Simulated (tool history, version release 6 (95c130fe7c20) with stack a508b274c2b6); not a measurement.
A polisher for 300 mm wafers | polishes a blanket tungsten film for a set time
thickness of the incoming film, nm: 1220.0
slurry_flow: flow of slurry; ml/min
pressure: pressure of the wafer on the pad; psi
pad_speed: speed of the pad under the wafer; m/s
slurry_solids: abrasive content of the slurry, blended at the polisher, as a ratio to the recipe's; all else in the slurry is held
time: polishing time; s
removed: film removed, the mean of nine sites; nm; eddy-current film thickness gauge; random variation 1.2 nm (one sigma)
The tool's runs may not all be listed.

| run | hour | slurry_flow | pressure | pad_speed | slurry_solids | time | removed |
|---|---|---|---|---|---|---|---|
| 1 | 0 | 275 | 2.9 | 0.96 | 1 | 92 | 301.43 |
| 2 | 6.1 | 275 | 2.7 | 0.94 | 1 | 92 | 278.87 |
| 3 | 8.1 | 275 | 2.5 | 0.9 | 1 | 92 | 247.68 |
| 4 | 14.4 | 275 | 2.5 | 0.9 | 1.15 | 92 | 257.25 |
| 5 | 17 | 275 | 2.5 | 0.9 | 1.15 | 92 | 259.85 |
| 6 | 19.1 | 275 | 2.4 | 0.88 | 1.15 | 92 | 248.45 |
| 7 | 23.6 | 275 | 2.3 | 0.86 | 1.15 | 92 | 230.09 |
| 8 | 26.3 | 275 | 2.2 | 0.84 | 1.15 | 92 | 220.43 |
| 9 | 30.6 | 275 | 2.2 | 0.84 | 1.15 | 92 | 215.75 |
| 10 | 33.4 | 270 | 1.4 | 0.68 | 1.15 | 92 | 120.79 |

Run 11 comes next. What will it give?
| 11 | 39.4 | 275 | 1.4 | 0.68 | 1.15 | 92 | ? |

{"run 11": {"removed": 124.22}}
